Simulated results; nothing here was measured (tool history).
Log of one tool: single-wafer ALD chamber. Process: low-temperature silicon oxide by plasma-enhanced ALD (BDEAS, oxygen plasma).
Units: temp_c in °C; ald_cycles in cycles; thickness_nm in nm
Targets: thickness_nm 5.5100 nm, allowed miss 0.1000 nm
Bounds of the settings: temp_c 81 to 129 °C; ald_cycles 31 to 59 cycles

run 1 hour=0.0 | temp_c=105 ald_cycles=45 | thickness_nm=6.1994
run 2 hour=7.7 | temp_c=114 ald_cycles=45 | thickness_nm=6.0764
run 3 hour=16.2 | temp_c=114 ald_cycles=49 | thickness_nm=6.6610
run 4 hour=22.9 | temp_c=116 ald_cycles=46 | thickness_nm=6.1594
run 5 hour=24.5 | temp_c=118 ald_cycles=45 | thickness_nm=6.0448
run 6 hour=25.9 | temp_c=118 ald_cycles=48 | thickness_nm=6.4150
run 7 hour=28.5 | temp_c=120 ald_cycles=46 | thickness_nm=6.2252
run 8 hour=30.7 | temp_c=120 ald_cycles=39 | thickness_nm=5.2445
run 9 hour=31.2 | temp_c=119 ald_cycles=40 | thickness_nm=5.3977
run 10 hour=32.9 | temp_c=118 ald_cycles=40 | thickness_nm=5.4124
run 11 hour=38.9 | temp_c=117 ald_cycles=40 | thickness_nm=5.4279

Which of these 4 next moves meets every target?
run A hour=44.9 | temp_c=112 ald_cycles=42 | thickness_nm=?
run B hour=44.9 | temp_c=106 ald_cycles=38 | thickness_nm=?
run C hour=44.9 | temp_c=111 ald_cycles=39 | thickness_nm=?
run D hour=44.9 | temp_c=101 ald_cycles=40 | thickness_nm=?

move=A thickness_nm=5.7376
move=B thickness_nm=5.2425
move=C thickness_nm=5.3365
move=D thickness_nm=5.5634
A: takes the result that was furthest off past its target
B: further off than the last run
C: further off than the last run
D: meets every target
The right move is D.
